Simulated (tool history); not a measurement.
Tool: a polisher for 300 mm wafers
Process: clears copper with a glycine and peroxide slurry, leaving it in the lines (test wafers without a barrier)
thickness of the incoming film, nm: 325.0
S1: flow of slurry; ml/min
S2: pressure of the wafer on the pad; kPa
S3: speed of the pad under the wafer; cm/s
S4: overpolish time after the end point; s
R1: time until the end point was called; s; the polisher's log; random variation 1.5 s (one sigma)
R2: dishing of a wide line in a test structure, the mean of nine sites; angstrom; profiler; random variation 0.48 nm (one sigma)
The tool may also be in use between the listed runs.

| run | day | S1 | S2 | S3 | S4 | R1 | R2 |
|---|---|---|---|---|---|---|---|
| 1 | 0 | 245 | 13.8 | 92 | 19 | 82.944 | 453.42 |
| 2 | 0.162 | 245 | 13.1 | 92 | 18 | 82.384 | 408.7 |
| 3 | 0.283 | 245 | 13.1 | 92 | 21 | 83.327 | 460.64 |
| 4 | 0.333 | 245 | 12.4 | 92 | 20 | 89.291 | 429.45 |
| 5 | 0.671 | 245 | 11.7 | 92 | 19 | 90.693 | 411.77 |
| 6 | 0.742 | 245 | 11 | 92 | 18 | 93.318 | 383.55 |

Run 7 comes next. What will it give?
| 7 | 1.05 | 245 | 6.9 | 90 | 12 | ? | ? |

R1: 130.34 s
R2: 198.57 angstrom
